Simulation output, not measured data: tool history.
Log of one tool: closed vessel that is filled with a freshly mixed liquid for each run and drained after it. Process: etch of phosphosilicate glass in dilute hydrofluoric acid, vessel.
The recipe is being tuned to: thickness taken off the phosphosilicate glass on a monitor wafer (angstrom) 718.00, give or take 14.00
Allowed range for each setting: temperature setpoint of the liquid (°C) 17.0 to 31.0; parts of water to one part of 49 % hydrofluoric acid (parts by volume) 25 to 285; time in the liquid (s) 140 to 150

run,hour,temperature setpoint of the liquid (°C),parts of water to one part of 49 % hydrofluoric acid (parts by volume),time in the liquid (s),thickness taken off the phosphosilicate glass on a monitor wafer (angstrom)
1,0.0,23.0,155,140,479.48
2,0.9,24.5,150,140,519.43
3,4.7,25.5,145,140,567.02
4,5.3,24.0,145,140,534.88
5,13.4,25.5,145,140,566.01
6,18.8,23.5,145,140,524.65
7,19.4,25.0,145,140,559.47
8,27.9,26.0,145,140,576.68

5 next moves are on the table. One of them brings every result within its allowed miss. Which?
A,36.4,22.5,100,150,?
B,36.4,30.0,215,150,?
C,36.4,25.5,150,140,?
D,36.4,25.5,115,150,?
E,36.4,26.5,130,150,?

move,thickness taken off the phosphosilicate glass on a monitor wafer (angstrom)
A,834.34
B,441.67
C,547.10
D,800.14
E,720.59
A: pushes the last run's worst result past its target
B: further off than the last run
C: further off than the last run
D: pushes the last run's worst result past its target
E: each result inside its tolerance
Go with E: it meets all targets.
